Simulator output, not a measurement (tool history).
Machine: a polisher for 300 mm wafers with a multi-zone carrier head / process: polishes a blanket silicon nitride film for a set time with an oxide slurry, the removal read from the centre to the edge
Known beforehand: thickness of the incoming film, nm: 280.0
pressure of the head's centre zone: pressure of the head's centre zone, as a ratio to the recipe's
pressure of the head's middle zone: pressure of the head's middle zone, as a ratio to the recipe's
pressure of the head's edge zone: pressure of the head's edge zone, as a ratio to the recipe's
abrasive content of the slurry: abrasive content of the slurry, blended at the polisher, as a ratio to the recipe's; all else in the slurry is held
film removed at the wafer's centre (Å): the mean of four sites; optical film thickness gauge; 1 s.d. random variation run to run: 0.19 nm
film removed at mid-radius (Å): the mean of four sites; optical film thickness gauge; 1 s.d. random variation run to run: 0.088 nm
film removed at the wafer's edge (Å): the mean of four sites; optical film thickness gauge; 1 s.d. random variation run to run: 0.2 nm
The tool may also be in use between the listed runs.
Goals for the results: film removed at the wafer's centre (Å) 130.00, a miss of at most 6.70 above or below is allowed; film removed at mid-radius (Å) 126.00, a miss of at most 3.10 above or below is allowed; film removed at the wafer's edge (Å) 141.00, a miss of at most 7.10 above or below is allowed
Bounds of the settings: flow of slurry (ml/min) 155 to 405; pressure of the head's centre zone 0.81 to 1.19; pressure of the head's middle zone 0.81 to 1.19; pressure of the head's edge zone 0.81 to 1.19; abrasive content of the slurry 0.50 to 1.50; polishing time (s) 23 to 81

run  hour  flow of slurry (ml/min)  pressure of the head's centre zone  pressure of the head's middle zone  pressure of the head's edge zone  abrasive content of the slurry  polishing time (s)  film removed at the wafer's centre (Å)  film removed at mid-radius (Å)  film removed at the wafer's edge (Å)
  1   0.0                      260                                1.00                                1.00                              1.00                            1.00                  52                                  222.99                          220.24                                225.99
  2   1.9                      260                                1.08                                1.00                              1.00                            1.00                  52                                  229.36                          222.49                                224.55
  3   9.3                      260                                1.08                                1.07                              1.00                            1.00                  52                                  236.06                          237.21                                220.51
  4  16.4                      260                                1.08                                1.14                              1.00                            1.00                  52                                  230.08                          244.89                                223.68
  5  23.9                      250                                1.05                                1.09                              1.00                            0.90                  49                                  197.03                          214.33                                200.75
  6  30.0                      250                                1.05                                1.12                              1.00                            0.90                  49                                  201.50                          217.96                                190.98
  7  31.0                      235                                1.11                                1.02                              0.97                            0.65                  35                                  122.36                          113.44                                111.85
  8  39.9                      295                                1.04                                0.99                              1.07                            0.75                  35                                  132.17                          127.29                                134.25

Next run, 4 choices. One meets every target within its allowed miss, the rest don't. Which?
  A  48.8                      300                                0.98                                0.93                              1.10                            0.80                  35                                       ?                               ?                                     ?
  B  48.8                      340                                1.14                                0.99                              0.96                            0.90                  31                                       ?                               ?                                     ?
  C  48.8                      280                                1.07                                1.05                              1.08                            0.75                  34                                       ?                               ?                                     ?
  D  48.8                      295                                1.12                                0.99                              1.04                            0.80                  33                                       ?                               ?                                     ?

move  film removed at the wafer's centre (Å)  film removed at mid-radius (Å)  film removed at the wafer's edge (Å)
   A                                  131.23                          127.56                                140.54
   B                                  140.83                          129.24                                125.99
   C                                  129.20                          130.68                                128.85
   D                                  135.86                          126.46                                128.57
A: each result inside its tolerance
B: its largest miss is bigger than the last run's
C: its largest miss is bigger than the last run's
D: its largest miss is bigger than the last run's
A is the move that brings every result within its allowed miss.
